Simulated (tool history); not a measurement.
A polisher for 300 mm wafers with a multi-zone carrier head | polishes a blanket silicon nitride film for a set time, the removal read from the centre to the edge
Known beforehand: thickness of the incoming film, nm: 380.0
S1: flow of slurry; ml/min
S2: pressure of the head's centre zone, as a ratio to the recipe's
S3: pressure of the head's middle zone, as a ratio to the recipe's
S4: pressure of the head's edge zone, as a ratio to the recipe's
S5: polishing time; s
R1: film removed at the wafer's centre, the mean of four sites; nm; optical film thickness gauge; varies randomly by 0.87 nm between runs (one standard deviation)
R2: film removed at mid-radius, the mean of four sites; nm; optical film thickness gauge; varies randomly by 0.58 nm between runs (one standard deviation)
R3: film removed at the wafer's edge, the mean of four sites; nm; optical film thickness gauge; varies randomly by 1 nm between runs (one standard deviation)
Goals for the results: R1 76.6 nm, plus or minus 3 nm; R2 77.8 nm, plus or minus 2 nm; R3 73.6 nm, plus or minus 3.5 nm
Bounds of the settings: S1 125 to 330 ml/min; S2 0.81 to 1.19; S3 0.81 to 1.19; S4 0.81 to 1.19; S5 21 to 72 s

run	hour	S1	S2	S3	S4	S5	R1	R2	R3
1	0	210	1	1	1	46	59.108	61.184	58.592
2	7.3	210	1	1	0.92	46	61.223	61.682	57.628
3	12.1	210	1	1	0.92	35	46.923	47.229	44.555
4	13.4	220	1.02	1.01	0.97	40	54.151	54.084	52.331
5	15.7	255	1.02	1.01	0.97	40	55.553	55.359	53.457
6	21.2	255	1.02	1.01	1.02	40	54.797	55.036	54.37
7	25.5	270	1.05	1.04	1.05	42	59.029	60.002	57.483
8	26.3	280	1.06	1.05	1.07	44	62.936	62.588	60.278
9	34.9	290	1.06	1.06	1.09	46	66.158	66.955	63.942

Pick the move, out of 4, that brings all results within their allowed miss; only one does.
A	43.5	330	1.13	1.17	0.98	49	?	?	?
B	43.5	310	1.05	1.14	1.08	53	?	?	?
C	43.5	275	1.07	1.09	1.09	53	?	?	?
D	43.5	300	0.91	0.95	1.19	55	?	?	?

move	R1	R2	R3
A	75.77	78.683	66.37
B	76.623	82.766	74.992
C	76.782	78.693	74.713
D	70.453	73.371	81.808
A: brings the result that was furthest off to its target, and leaves another outside
B: the result that was furthest off in the last run now lies on the other side of its target
C: meets every target
D: closer than the last run, but not yet in spec
The move that meets every target is C.

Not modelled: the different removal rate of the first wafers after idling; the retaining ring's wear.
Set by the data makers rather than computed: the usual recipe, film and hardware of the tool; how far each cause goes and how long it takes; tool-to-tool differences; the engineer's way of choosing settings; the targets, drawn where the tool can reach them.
